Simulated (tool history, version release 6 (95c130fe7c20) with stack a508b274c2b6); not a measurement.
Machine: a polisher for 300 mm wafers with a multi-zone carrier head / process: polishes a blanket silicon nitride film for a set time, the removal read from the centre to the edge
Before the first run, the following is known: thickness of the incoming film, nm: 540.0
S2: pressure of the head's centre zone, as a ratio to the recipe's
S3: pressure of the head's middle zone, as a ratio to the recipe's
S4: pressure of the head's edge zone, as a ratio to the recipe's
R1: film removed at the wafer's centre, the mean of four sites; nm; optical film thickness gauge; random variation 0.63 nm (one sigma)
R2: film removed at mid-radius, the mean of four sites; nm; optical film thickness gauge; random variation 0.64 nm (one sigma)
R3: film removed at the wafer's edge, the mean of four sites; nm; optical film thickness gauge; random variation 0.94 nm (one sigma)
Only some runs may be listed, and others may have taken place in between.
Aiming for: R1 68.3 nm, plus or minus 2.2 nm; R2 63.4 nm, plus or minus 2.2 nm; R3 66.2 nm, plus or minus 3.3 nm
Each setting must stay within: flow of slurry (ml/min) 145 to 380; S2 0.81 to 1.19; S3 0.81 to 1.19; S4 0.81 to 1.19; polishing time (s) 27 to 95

Run 1, day 0: flow of slurry (ml/min) 245, S2 1, S3 1, S4 1, polishing time (s) 61. Result: R1 98.484 nm, R2 100.11 nm, R3 97.403 nm.
Run 2, day 0.071: flow of slurry (ml/min) 245, S2 1, S3 0.98, S4 0.98, polishing time (s) 58. Result: R1 92.624 nm, R2 93.62 nm, R3 93.183 nm.
Run 3, day 0.342: flow of slurry (ml/min) 245, S2 1, S3 0.98, S4 0.98, polishing time (s) 65. Result: R1 106.3 nm, R2 106.86 nm, R3 104.18 nm.
Run 4, day 0.654: flow of slurry (ml/min) 245, S2 1, S3 0.98, S4 1.05, polishing time (s) 65. Result: R1 106.69 nm, R2 104.27 nm, R3 105.51 nm.
Run 5, day 0.883: flow of slurry (ml/min) 245, S2 1.01, S3 0.98, S4 1.04, polishing time (s) 61. Result: R1 98.399 nm, R2 98.373 nm, R3 98.633 nm.
Run 6, day 1.146: flow of slurry (ml/min) 245, S2 0.95, S3 0.98, S4 1.04, polishing time (s) 61. Result: R1 93.296 nm, R2 100.82 nm, R3 96.391 nm.
Run 7, day 1.421: flow of slurry (ml/min) 245, S2 0.96, S3 0.97, S4 1.02, polishing time (s) 58. Result: R1 90.469 nm, R2 93.972 nm, R3 93.542 nm.
Run 8, day 1.538: flow of slurry (ml/min) 245, S2 0.98, S3 0.97, S4 1.01, polishing time (s) 55. Result: R1 87.184 nm, R2 89.176 nm, R3 85.917 nm.
Run 9, day 1.758: flow of slurry (ml/min) 240, S2 0.98, S3 0.95, S4 1.02, polishing time (s) 53. Result: R1 82.745 nm, R2 83.601 nm, R3 85.365 nm.
Run 10, day 2.083: flow of slurry (ml/min) 250, S2 0.99, S3 0.95, S4 1.01, polishing time (s) 51. Result: R1 82.292 nm, R2 81.471 nm, R3 78.737 nm.
Run 11, day 2.425: flow of slurry (ml/min) 245, S2 0.99, S3 0.94, S4 1.01, polishing time (s) 50. Result: R1 80.294 nm, R2 78.052 nm, R3 79.487 nm.
Run 12, day 2.6: flow of slurry (ml/min) 250, S2 0.98, S3 0.93, S4 1.01, polishing time (s) 49. Result: R1 77.496 nm, R2 77.348 nm, R3 78.42 nm.
Run 13, day 2.904: flow of slurry (ml/min) 255, S2 0.98, S3 0.92, S4 1.01, polishing time (s) 48. Result: R1 76.659 nm, R2 73.681 nm, R3 78.147 nm.
Run 14, day 3.117: flow of slurry (ml/min) 250, S2 0.99, S3 0.92, S4 1.01, polishing time (s) 47. Result: R1 75.03 nm, R2 72.763 nm, R3 74.329 nm.
Run 15, day 3.383: flow of slurry (ml/min) 250, S2 0.99, S3 0.92, S4 1.01, polishing time (s) 46. Result: R1 74.037 nm, R2 70.813 nm, R3 75.623 nm.
Run 16, day 3.717: flow of slurry (ml/min) 255, S2 0.99, S3 0.92, S4 1, polishing time (s) 45. Result: R1 71.638 nm, R2 69.608 nm, R3 71.957 nm.
Run 17, day 3.979: flow of slurry (ml/min) 255, S2 0.99, S3 0.92, S4 1, polishing time (s) 44. Result: R1 71.101 nm, R2 68.446 nm, R3 70.852 nm.

Exactly one of the 5 candidate moves below puts every result within its allowed miss. Which one?
Run A, day 4.242: flow of slurry (ml/min) 290, S2 1.03, S3 0.94, S4 1.02, polishing time (s) 40. Result: R1 ?, R2 ?, R3 ?.
Run B, day 4.242: flow of slurry (ml/min) 290, S2 1.14, S3 0.94, S4 0.99, polishing time (s) 40. Result: R1 ?, R2 ?, R3 ?.
Run C, day 4.242: flow of slurry (ml/min) 215, S2 0.93, S3 0.87, S4 1.05, polishing time (s) 46. Result: R1 ?, R2 ?, R3 ?.
Run D, day 4.242: flow of slurry (ml/min) 270, S2 1.01, S3 0.94, S4 0.94, polishing time (s) 39. Result: R1 ?, R2 ?, R3 ?.
Run E, day 4.242: flow of slurry (ml/min) 245, S2 1.02, S3 0.85, S4 0.95, polishing time (s) 44. Result: R1 ?, R2 ?, R3 ?.

move      R1      R2      R3
   A  67.973   64.44  66.273
   B  75.287  64.405  65.359
   C  67.822  67.143  75.327
   D  64.447  62.377  61.884
   E  72.503  64.031  69.655
A: all results in spec
B: meets the target for the result that was furthest off, but another lies outside its allowed miss
C: moves away from the targets compared with the last run
D: meets the target for the result that was furthest off, but another lies outside its allowed miss
E: meets the target for the result that was furthest off, but another lies outside its allowed miss
The move that meets every target is A.

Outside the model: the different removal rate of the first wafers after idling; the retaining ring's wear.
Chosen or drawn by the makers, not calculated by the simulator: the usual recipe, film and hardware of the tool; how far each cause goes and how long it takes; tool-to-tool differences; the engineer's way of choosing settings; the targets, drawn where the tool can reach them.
